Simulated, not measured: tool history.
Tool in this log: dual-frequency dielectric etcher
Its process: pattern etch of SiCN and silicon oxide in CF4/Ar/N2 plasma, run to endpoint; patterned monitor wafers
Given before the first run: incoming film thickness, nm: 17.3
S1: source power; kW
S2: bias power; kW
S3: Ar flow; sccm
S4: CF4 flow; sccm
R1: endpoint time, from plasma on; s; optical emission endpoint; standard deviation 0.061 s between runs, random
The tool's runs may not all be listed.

| run | hour | S1 | S2 | S3 | S4 | R1 |
|---|---|---|---|---|---|---|
| 1 | 0.0 | 0.490 | 0.078 | 90 | 61 | 19.445 |
| 2 | 3.8 | 0.490 | 0.078 | 90 | 56 | 19.335 |
| 3 | 11.9 | 0.410 | 0.078 | 90 | 56 | 22.614 |
| 4 | 15.8 | 0.410 | 0.078 | 82 | 56 | 22.264 |
| 5 | 21.7 | 0.410 | 0.092 | 82 | 56 | 21.144 |
| 6 | 25.1 | 0.370 | 0.092 | 82 | 56 | 22.778 |
| 7 | 28.3 | 0.470 | 0.094 | 82 | 56 | 18.652 |

Predict the results of run 8:
| 8 | 30.8 | 0.480 | 0.094 | 82 | 56 | ? |

R1: 18.280 s
